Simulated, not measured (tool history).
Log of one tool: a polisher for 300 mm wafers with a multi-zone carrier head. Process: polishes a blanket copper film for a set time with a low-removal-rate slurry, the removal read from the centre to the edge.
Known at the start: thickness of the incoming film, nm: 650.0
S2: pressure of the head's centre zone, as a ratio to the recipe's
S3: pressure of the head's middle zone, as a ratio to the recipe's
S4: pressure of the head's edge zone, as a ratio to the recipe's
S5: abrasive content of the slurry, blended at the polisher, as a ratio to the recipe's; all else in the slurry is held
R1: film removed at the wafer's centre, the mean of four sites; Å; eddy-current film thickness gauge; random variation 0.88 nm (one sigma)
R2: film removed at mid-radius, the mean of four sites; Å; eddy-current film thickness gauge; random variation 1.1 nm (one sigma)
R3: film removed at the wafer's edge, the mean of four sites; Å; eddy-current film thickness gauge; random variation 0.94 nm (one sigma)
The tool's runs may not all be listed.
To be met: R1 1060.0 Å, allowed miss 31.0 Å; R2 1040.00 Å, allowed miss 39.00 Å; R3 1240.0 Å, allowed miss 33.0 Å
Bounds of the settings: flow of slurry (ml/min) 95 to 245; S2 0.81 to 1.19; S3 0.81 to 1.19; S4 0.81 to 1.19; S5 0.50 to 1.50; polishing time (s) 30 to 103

run 1 day=0.000 | flow_of_slurry_(ml/min)=155 S2=1.00 S3=1.00 S4=1.00 S5=1.00 polishing_time_(s)=66 | R1=1663.0 R2=1532.50 R3=1600.6
run 2 day=0.138 | flow_of_slurry_(ml/min)=155 S2=1.00 S3=1.00 S4=1.00 S5=1.10 polishing_time_(s)=66 | R1=1686.1 R2=1608.80 R3=1629.5
run 3 day=0.338 | flow_of_slurry_(ml/min)=145 S2=0.96 S3=0.99 S4=0.99 S5=1.00 polishing_time_(s)=65 | R1=1582.5 R2=1513.20 R3=1541.1
run 4 day=0.525 | flow_of_slurry_(ml/min)=145 S2=0.96 S3=0.99 S4=0.91 S5=1.00 polishing_time_(s)=65 | R1=1553.6 R2=1491.40 R3=1498.6
run 5 day=0.633 | flow_of_slurry_(ml/min)=135 S2=0.93 S3=0.97 S4=0.96 S5=0.95 polishing_time_(s)=63 | R1=1425.5 R2=1385.10 R3=1448.9
run 6 day=0.950 | flow_of_slurry_(ml/min)=135 S2=0.93 S3=0.97 S4=0.96 S5=1.15 polishing_time_(s)=63 | R1=1479.6 R2=1458.00 R3=1505.2
run 7 day=1.308 | flow_of_slurry_(ml/min)=130 S2=0.91 S3=0.95 S4=0.98 S5=1.05 polishing_time_(s)=62 | R1=1385.7 R2=1357.70 R3=1492.7
run 8 day=1.483 | flow_of_slurry_(ml/min)=125 S2=0.89 S3=0.94 S4=0.97 S5=0.95 polishing_time_(s)=61 | R1=1319.1 R2=1289.20 R3=1388.1
run 9 day=1.671 | flow_of_slurry_(ml/min)=120 S2=0.87 S3=0.93 S4=0.99 S5=0.90 polishing_time_(s)=60 | R1=1221.2 R2=1230.70 R3=1362.5
run 10 day=1.925 | flow_of_slurry_(ml/min)=115 S2=0.86 S3=0.91 S4=0.98 S5=0.85 polishing_time_(s)=60 | R1=1194.9 R2=1197.50 R3=1315.5
run 11 day=2.096 | flow_of_slurry_(ml/min)=110 S2=0.85 S3=0.89 S4=0.99 S5=0.85 polishing_time_(s)=60 | R1=1159.5 R2=1150.80 R3=1327.8
run 12 day=2.342 | flow_of_slurry_(ml/min)=110 S2=0.84 S3=0.88 S4=0.98 S5=0.85 polishing_time_(s)=60 | R1=1154.4 R2=1151.20 R3=1326.5
run 13 day=2.529 | flow_of_slurry_(ml/min)=110 S2=0.84 S3=0.87 S4=0.98 S5=0.80 polishing_time_(s)=60 | R1=1139.1 R2=1112.00 R3=1312.6
run 14 day=2.867 | flow_of_slurry_(ml/min)=110 S2=0.83 S3=0.87 S4=0.97 S5=0.80 polishing_time_(s)=60 | R1=1115.5 R2=1125.50 R3=1298.0
run 15 day=3.217 | flow_of_slurry_(ml/min)=95 S2=0.82 S3=0.81 S4=0.94 S5=0.70 polishing_time_(s)=60 | R1=1038.9 R2=996.68 R3=1224.9

Which of these 5 next moves meets every target?
run A day=3.567 | flow_of_slurry_(ml/min)=100 S2=0.87 S3=0.81 S4=1.02 S5=0.80 polishing_time_(s)=56 | R1=? R2=? R3=?
run B day=3.567 | flow_of_slurry_(ml/min)=105 S2=0.83 S3=0.86 S4=0.99 S5=0.75 polishing_time_(s)=58 | R1=? R2=? R3=?
run C day=3.567 | flow_of_slurry_(ml/min)=95 S2=0.83 S3=0.81 S4=1.00 S5=0.85 polishing_time_(s)=56 | R1=? R2=? R3=?
run D day=3.567 | flow_of_slurry_(ml/min)=100 S2=0.91 S3=0.81 S4=0.97 S5=0.70 polishing_time_(s)=58 | R1=? R2=? R3=?
run E day=3.567 | flow_of_slurry_(ml/min)=100 S2=0.85 S3=0.81 S4=0.98 S5=0.60 polishing_time_(s)=58 | R1=? R2=? R3=?

move=A R1=1068.4 R2=964.70 R3=1201.3
move=B R1=1066.4 R2=1050.10 R3=1221.1
move=C R1=1022.2 R2=962.59 R3=1192.5
move=D R1=1120.3 R2=973.57 R3=1183.5
move=E R1=1027.2 R2=945.98 R3=1155.3
A: further off than the last run
B: meets every target
C: further off than the last run
D: further off than the last run
E: further off than the last run
Answer: B
